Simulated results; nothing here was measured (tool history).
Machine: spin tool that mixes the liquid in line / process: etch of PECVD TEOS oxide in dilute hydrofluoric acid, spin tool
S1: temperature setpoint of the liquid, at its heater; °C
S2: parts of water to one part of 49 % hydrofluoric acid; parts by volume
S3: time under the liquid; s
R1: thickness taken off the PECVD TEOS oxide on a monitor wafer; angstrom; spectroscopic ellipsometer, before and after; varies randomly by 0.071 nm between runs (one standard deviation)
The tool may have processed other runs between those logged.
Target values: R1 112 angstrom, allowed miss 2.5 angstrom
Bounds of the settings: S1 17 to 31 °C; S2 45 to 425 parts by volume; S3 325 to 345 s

Run 1, hour 0: S1 23 °C, S2 235 parts by volume, S3 325 s. Result: R1 240.84 angstrom.
Run 2, hour 3.1: S1 23 °C, S2 235 parts by volume, S3 345 s. Result: R1 258.41 angstrom.
Run 3, hour 4.7: S1 23 °C, S2 165 parts by volume, S3 345 s. Result: R1 390.77 angstrom.
Run 4, hour 7.5: S1 21.5 °C, S2 215 parts by volume, S3 345 s. Result: R1 266.56 angstrom.
Run 5, hour 13.4: S1 20.5 °C, S2 245 parts by volume, S3 345 s. Result: R1 222.47 angstrom.
Run 6, hour 18: S1 20.5 °C, S2 245 parts by volume, S3 325 s. Result: R1 210.7 angstrom.
Run 7, hour 23.8: S1 19.5 °C, S2 270 parts by volume, S3 325 s. Result: R1 178.33 angstrom.
Run 8, hour 30.4: S1 19 °C, S2 290 parts by volume, S3 325 s. Result: R1 161.85 angstrom.

Which one of the following 4 next-run settings gets every result inside its allowed miss? There is exactly one.
Run A, hour 37: S1 19 °C, S2 315 parts by volume, S3 325 s. Result: R1 ?.
Run B, hour 37: S1 21.5 °C, S2 270 parts by volume, S3 345 s. Result: R1 ?.
Run C, hour 37: S1 20 °C, S2 395 parts by volume, S3 325 s. Result: R1 ?.
Run D, hour 37: S1 17.5 °C, S2 225 parts by volume, S3 345 s. Result: R1 ?.

move      R1
   A  143.85
   B  202.99
   C  111.71
   D  217.21
A: closes in on the targets versus the last run, not all within tolerance yet
B: its largest miss is bigger than the last run's
C: all results land within tolerance of their targets
D: its largest miss is bigger than the last run's
Correct choice: C, which meets every target

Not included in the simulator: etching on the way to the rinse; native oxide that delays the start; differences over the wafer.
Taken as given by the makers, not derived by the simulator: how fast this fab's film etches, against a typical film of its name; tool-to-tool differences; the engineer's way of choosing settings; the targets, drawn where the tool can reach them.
